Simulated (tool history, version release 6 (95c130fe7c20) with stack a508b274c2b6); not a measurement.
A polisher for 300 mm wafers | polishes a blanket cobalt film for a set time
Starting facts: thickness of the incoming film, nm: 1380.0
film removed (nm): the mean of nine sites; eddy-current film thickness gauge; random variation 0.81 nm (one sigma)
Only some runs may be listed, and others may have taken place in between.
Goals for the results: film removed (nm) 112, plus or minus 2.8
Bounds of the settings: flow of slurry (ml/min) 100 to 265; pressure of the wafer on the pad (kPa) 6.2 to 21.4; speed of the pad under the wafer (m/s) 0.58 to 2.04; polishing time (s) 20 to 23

run,hour,flow of slurry (ml/min),pressure of the wafer on the pad (kPa),speed of the pad under the wafer (m/s),polishing time (s),film removed (nm)
1,0,170,13.8,1.3,23,127.66
2,5.3,170,13.8,1.3,23,125.64
3,7.6,130,13.8,1.3,23,121.51
4,10.3,125,13.8,1.3,23,120.32
5,18.4,165,13.8,1.3,23,125.94
6,26.9,185,13.8,1.3,23,127.33
7,28.7,175,13.1,1.3,23,121.01
8,35.7,165,13.1,1.3,23,120.03

Which single option among these 4 for the next run brings every result within its allowed miss of target? Just one does.
A,42.7,155,11.7,1.52,21,?
B,42.7,165,13.1,1.68,21,?
C,42.7,120,12.4,1.5,23,?
D,42.7,190,13.8,1.14,21,?

move,film removed (nm)
A,110.63
B,135.76
C,121.5
D,103.95
A: each result inside its tolerance
B: lands further from the targets than the last run did
C: lands further from the targets than the last run did
D: takes the result that was furthest off past its target
A is the move that brings every result within its allowed miss.

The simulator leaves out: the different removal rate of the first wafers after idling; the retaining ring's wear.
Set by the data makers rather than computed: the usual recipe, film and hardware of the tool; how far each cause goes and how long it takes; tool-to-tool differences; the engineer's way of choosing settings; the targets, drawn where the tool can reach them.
